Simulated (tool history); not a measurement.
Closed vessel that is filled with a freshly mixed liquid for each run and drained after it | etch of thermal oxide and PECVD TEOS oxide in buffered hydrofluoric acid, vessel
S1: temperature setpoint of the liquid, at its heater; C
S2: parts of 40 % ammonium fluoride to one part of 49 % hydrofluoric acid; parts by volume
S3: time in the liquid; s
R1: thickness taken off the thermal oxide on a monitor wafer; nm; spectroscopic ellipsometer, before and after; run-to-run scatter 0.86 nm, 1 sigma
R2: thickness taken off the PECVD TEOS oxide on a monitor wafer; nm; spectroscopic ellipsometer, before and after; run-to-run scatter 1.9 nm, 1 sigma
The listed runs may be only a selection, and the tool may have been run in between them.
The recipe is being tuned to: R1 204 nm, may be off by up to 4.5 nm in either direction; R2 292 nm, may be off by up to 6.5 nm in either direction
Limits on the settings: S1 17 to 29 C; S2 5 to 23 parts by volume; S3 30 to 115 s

run  hour    S1    S2  S3      R1      R2
  1     0    21    14  60  43.229  62.691
  2   7.6  18.5    14  60  37.925  54.053
  3    12  18.5    14  75  47.127  66.821
  4  14.1  18.5    17  75  39.245  55.673
  5    17    21    17  75  45.167  64.422
  6  22.6    21    17  50  29.989  42.919
  7  28.4    22  15.5  55  38.265  54.064
  8  35.9    23  14.5  60  47.151  67.337
  9  39.7  23.5  13.5  65  55.993  80.371
 10    48    24  12.5  70  67.471  95.629
 11  49.3    28     8  95   171.4  246.83
 12  51.9    29     6  95  235.87  333.51
 13  61.1  28.5     6  95  231.63  326.84
 14  66.4    28     6  95  224.39  320.81

Of the 4 settings listed for the next run, only one would bring every result within its allowed miss of target. Which one?
  A  71.7    26  5.5   90   ?   ?
  B  71.7  25.5  6.5  100   ?   ?
  C  71.7  26.5    7  100   ?   ?
  D  71.7  19.5    5  110   ?   ?

move      R1      R2
   A  205.32  297.96
   B  192.51  279.38
   C  190.49  276.44
   D  190.45  276.39
A: hits every target within its allowed miss
B: pushes the last run's worst result past its target
C: pushes the last run's worst result past its target
D: pushes the last run's worst result past its target
The right move is A.
